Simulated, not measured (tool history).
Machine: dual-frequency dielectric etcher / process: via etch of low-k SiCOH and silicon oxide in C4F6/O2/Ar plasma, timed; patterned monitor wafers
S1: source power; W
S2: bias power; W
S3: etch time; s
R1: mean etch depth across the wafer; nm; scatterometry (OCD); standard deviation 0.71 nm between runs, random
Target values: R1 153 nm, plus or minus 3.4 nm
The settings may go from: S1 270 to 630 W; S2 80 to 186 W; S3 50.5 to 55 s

| run | hour | S1 | S2 | S3 | R1 |
|---|---|---|---|---|---|
| 1 | 0 | 450 | 133 | 55 | 137.69 |
| 2 | 0.8 | 420 | 133 | 55 | 134.06 |
| 3 | 4.1 | 420 | 133 | 50.5 | 122.34 |
| 4 | 6.4 | 420 | 119 | 50.5 | 120.11 |
| 5 | 13.6 | 490 | 119 | 50.5 | 128.05 |
| 6 | 21.2 | 490 | 132 | 50.5 | 130.91 |
| 7 | 23.7 | 520 | 138 | 51 | 137.02 |
| 8 | 30.9 | 540 | 142 | 51 | 140.03 |
| 9 | 38 | 560 | 145 | 51 | 143.45 |
| 10 | 46.9 | 570 | 147 | 51 | 144.36 |
| 11 | 48.8 | 580 | 149 | 51 | 146.63 |
| 12 | 57.5 | 590 | 150 | 51 | 146.75 |
| 13 | 64 | 600 | 152 | 51 | 148.92 |

Exactly one of the 4 candidate moves below puts every result within its allowed miss. Which one?
| A | 70.5 | 580 | 156 | 50.5 | ? |
| B | 70.5 | 630 | 127 | 53.5 | ? |
| C | 70.5 | 520 | 152 | 53 | ? |
| D | 70.5 | 570 | 138 | 51.5 | ? |

| move | R1 |
|---|---|
| A | 146.64 |
| B | 154.09 |
| C | 145.93 |
| D | 144.49 |
A: misses by more than the last run did
B: each result inside its tolerance
C: misses by more than the last run did
D: misses by more than the last run did
Move B is the one to make.
